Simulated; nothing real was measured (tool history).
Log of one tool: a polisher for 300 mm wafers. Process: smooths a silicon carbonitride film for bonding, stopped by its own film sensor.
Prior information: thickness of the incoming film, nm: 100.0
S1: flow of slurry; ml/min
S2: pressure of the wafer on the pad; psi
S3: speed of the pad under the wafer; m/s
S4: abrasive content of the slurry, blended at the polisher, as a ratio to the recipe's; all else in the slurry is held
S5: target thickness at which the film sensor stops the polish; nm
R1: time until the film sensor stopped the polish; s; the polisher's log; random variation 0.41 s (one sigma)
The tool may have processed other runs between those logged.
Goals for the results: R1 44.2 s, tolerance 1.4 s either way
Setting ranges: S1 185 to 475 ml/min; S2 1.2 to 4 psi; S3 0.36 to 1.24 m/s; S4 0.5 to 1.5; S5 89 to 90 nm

{"run": 1, "hour": 0.0, "S1": 305, "S2": 2.6, "S3": 0.8, "S4": 1, "S5": 89, "R1": 32.979}
{"run": 2, "hour": 2.0, "S1": 270, "S2": 2.6, "S3": 0.8, "S4": 1, "S5": 89, "R1": 34.176}
{"run": 3, "hour": 9.1, "S1": 260, "S2": 2.5, "S3": 0.8, "S4": 1, "S5": 89, "R1": 34.319}
{"run": 4, "hour": 13.6, "S1": 260, "S2": 2.5, "S3": 0.8, "S4": 1, "S5": 89, "R1": 34.873}
{"run": 5, "hour": 14.6, "S1": 260, "S2": 2.5, "S3": 0.7, "S4": 1, "S5": 89, "R1": 39.131}
{"run": 6, "hour": 16.3, "S1": 260, "S2": 3.1, "S3": 0.7, "S4": 1, "S5": 89, "R1": 32.316}
{"run": 7, "hour": 19.6, "S1": 260, "S2": 2.9, "S3": 0.7, "S4": 1, "S5": 89, "R1": 34.003}
{"run": 8, "hour": 20.3, "S1": 260, "S2": 2.8, "S3": 0.7, "S4": 1, "S5": 89, "R1": 34.632}
{"run": 9, "hour": 25.1, "S1": 260, "S2": 2.7, "S3": 0.7, "S4": 1, "S5": 89, "R1": 36.604}
{"run": 10, "hour": 27.8, "S1": 260, "S2": 2.6, "S3": 0.7, "S4": 1, "S5": 89, "R1": 37.883}
{"run": 11, "hour": 34.3, "S1": 260, "S2": 2.1, "S3": 0.7, "S4": 1, "S5": 89, "R1": 45.674}

Of the 4 settings listed for the next run, only one would bring every result within its allowed miss of target. Which one?
{"run": "A", "hour": 40.8, "S1": 300, "S2": 2, "S3": 0.96, "S4": 0.75, "S5": 89, "R1": "?"}
{"run": "B", "hour": 40.8, "S1": 190, "S2": 1.8, "S3": 0.76, "S4": 0.9, "S5": 90, "R1": "?"}
{"run": "C", "hour": 40.8, "S1": 300, "S2": 1.7, "S3": 0.72, "S4": 1.25, "S5": 90, "R1": "?"}
{"run": "D", "hour": 40.8, "S1": 275, "S2": 1.6, "S3": 0.76, "S4": 1.3, "S5": 89, "R1": "?"}

move=A R1=41.151
move=B R1=48.201
move=C R1=43.993
move=D R1=48.521
A: the result that was furthest off in the last run now lies on the other side of its target
B: lands further from the targets than the last run did
C: meets every target
D: lands further from the targets than the last run did
Go with C: it meets all targets.
